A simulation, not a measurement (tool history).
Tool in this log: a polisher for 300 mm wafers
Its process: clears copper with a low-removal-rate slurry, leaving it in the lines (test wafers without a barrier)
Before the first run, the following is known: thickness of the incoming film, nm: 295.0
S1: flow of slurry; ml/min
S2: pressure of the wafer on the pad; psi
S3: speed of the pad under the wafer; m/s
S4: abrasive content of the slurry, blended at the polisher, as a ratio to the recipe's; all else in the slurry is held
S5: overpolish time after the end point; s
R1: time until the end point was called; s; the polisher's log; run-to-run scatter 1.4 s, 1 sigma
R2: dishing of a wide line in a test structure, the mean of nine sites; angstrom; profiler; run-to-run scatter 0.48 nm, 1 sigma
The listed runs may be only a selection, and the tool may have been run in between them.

run,hour,S1,S2,S3,S4,S5,R1,R2
1,0,270,2.7,1.08,1,14,86.768,274.64
2,7.3,270,2.4,1.08,1,15,96.8,262.4
3,11.9,270,2.4,1.28,1,15,83.923,294.92
4,14.2,270,3,1.28,1,15,67.146,345.69
5,20.3,270,3,1.28,0.85,15,69.815,329.02
6,27.6,270,2.6,1.26,0.85,16,79.226,318.4
7,36.6,270,2.3,1.22,0.85,17,93.192,286.01
8,37.3,270,2,1.22,0.85,18,107.45,269.41
9,40.2,270,1.9,1.22,0.85,19,113.01,278.05

Run 10 comes next. What will it give?
10,49.1,270,1.8,1.22,0.85,19,?,?

{"run 10": {"R1": 119.36, "R2": 271.12}}
